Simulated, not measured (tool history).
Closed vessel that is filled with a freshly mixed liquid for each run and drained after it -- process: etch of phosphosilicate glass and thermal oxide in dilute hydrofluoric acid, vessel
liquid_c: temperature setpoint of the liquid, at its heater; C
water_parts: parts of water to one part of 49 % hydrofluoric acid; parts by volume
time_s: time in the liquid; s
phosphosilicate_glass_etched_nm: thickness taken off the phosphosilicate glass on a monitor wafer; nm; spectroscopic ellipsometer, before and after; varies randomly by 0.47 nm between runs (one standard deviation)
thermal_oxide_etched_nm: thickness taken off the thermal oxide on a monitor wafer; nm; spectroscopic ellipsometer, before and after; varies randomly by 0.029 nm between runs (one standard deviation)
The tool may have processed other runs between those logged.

run	hour	liquid_c	water_parts	time_s	phosphosilicate_glass_etched_nm	thermal_oxide_etched_nm
1	0.0	26.0	140	60	44.170	2.0327
2	5.6	26.0	95	60	68.797	3.1861
3	6.3	24.0	95	60	63.478	2.8747
4	11.6	23.5	100	60	58.286	2.6538
5	19.5	23.5	75	60	80.974	3.7323
# hour 24.9: hydrofluoric acid flow meter replaced
6	24.9	23.5	75	45	56.610	2.6518

What will run 7 give?
7	25.5	23.5	75	45	?	?

phosphosilicate_glass_etched_nm: 57.486 nm
thermal_oxide_etched_nm: 2.6012 nm
